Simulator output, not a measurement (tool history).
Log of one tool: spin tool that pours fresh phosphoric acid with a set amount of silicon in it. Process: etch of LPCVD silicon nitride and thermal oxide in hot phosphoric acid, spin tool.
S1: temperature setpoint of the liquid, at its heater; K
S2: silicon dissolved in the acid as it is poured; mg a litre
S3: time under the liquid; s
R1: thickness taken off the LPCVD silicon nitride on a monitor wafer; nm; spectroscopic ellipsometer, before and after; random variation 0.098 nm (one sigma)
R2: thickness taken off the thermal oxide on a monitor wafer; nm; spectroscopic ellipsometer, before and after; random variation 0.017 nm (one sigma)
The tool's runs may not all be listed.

run 1 hour=0 | S1=436.15 S2=17.5 S3=180 | R1=15.382 R2=0.39469
run 2 hour=2.9 | S1=436.15 S2=9 S3=180 | R1=15.326 R2=0.50535
run 3 hour=10.1 | S1=436.65 S2=16 S3=185 | R1=15.964 R2=0.3895
run 4 hour=17.8 | S1=438.15 S2=16 S3=185 | R1=16.71 R2=0.42524
run 5 hour=25.8 | S1=438.15 S2=16 S3=155 | R1=14.02 R2=0.43492
run 6 hour=32.6 | S1=438.15 S2=16 S3=115 | R1=10.542 R2=0.27114
run 7 hour=36.5 | S1=438.65 S2=21 S3=135 | R1=12.541 R2=0.28706
run 8 hour=41.8 | S1=439.15 S2=24 S3=150 | R1=14.171 R2=0.31867
run 9 hour=46.5 | S1=439.65 S2=27.5 S3=160 | R1=15.261 R2=0.30116
run 10 hour=48.5 | S1=439.65 S2=29.5 S3=170 | R1=16.191 R2=0.2638
run 11 hour=49.1 | S1=440.15 S2=30 S3=175 | R1=16.984 R2=0.30892
-- hour=55.3 dissolved silicon flow meter replaced
run 12 hour=55.3 | S1=440.15 S2=31.5 S3=180 | R1=17.576 R2=0.30019
run 13 hour=60.6 | S1=440.15 S2=32.5 S3=185 | R1=18.024 R2=0.32077

Forecast run 14:
run 14 hour=69.1 | S1=440.15 S2=34 S3=185 | R1=? R2=?

R1: 17.953 nm
R2: 0.32633 nm
